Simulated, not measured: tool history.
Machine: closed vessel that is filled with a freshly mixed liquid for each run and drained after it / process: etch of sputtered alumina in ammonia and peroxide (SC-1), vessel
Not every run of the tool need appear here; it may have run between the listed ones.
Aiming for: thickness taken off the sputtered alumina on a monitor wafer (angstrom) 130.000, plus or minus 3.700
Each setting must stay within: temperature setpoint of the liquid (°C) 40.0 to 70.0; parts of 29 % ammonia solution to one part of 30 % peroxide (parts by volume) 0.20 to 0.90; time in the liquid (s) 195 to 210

run	hour	temperature setpoint of the liquid (°C)	parts of 29 % ammonia solution to one part of 30 % peroxide (parts by volume)	time in the liquid (s)	thickness taken off the sputtered alumina on a monitor wafer (angstrom)
1	0.0	56.0	0.50	195	109.200
2	5.7	51.5	0.50	195	85.806
3	14.8	48.0	0.50	195	71.235
4	21.8	53.5	0.50	195	97.240
5	24.2	55.0	0.50	195	103.640
6	28.0	48.5	0.50	195	74.269
7	29.5	51.5	0.50	195	85.879
8	34.6	54.0	0.50	195	100.780
9	43.3	55.5	0.50	195	107.800
10	44.6	56.5	0.50	195	114.960

Which of these 5 next moves meets every target?
A	45.9	58.0	0.45	210	?
B	45.9	56.5	0.50	210	?
C	45.9	57.0	0.50	205	?
D	45.9	53.5	0.45	210	?
E	45.9	57.0	0.45	205	?

move	thickness taken off the sputtered alumina on a monitor wafer (angstrom)
A	132.070
B	123.330
C	123.600
D	104.120
E	122.370
A: meets every target
B: better than the last run, though not everything is in spec
C: better than the last run, though not everything is in spec
D: lands further from the targets than the last run did
E: better than the last run, though not everything is in spec
Go with A: it meets all targets.
